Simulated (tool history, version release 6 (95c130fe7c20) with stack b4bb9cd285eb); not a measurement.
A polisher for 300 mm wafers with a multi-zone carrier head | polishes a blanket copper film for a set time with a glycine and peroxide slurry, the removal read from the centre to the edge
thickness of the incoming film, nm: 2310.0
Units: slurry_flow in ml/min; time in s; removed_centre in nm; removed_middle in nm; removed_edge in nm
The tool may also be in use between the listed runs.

run	hour	slurry_flow	centre_zone	middle_zone	edge_zone	time	removed_centre	removed_middle	removed_edge
1	0.0	210	1.00	1.00	1.00	41	226.89	223.27	220.48
2	6.8	220	0.99	1.02	1.05	43	238.19	242.26	243.67
3	15.8	220	0.99	1.09	1.05	43	238.40	252.06	238.66
4	16.5	240	0.99	1.10	1.09	44	248.88	262.91	252.51
5	20.6	250	0.98	1.11	1.12	45	248.01	273.52	261.12
# hour 23.8: edge zone pressure recalibrated
6	23.8	250	0.98	1.11	1.12	40	221.95	244.23	238.20
7	28.0	265	0.98	1.11	1.14	42	237.94	261.61	251.27

Forecast run 8:
8	29.4	270	0.97	1.10	1.15	44	?	?	?

removed_centre: 245.89 nm
removed_middle: 263.75 nm
removed_edge: 265.59 nm
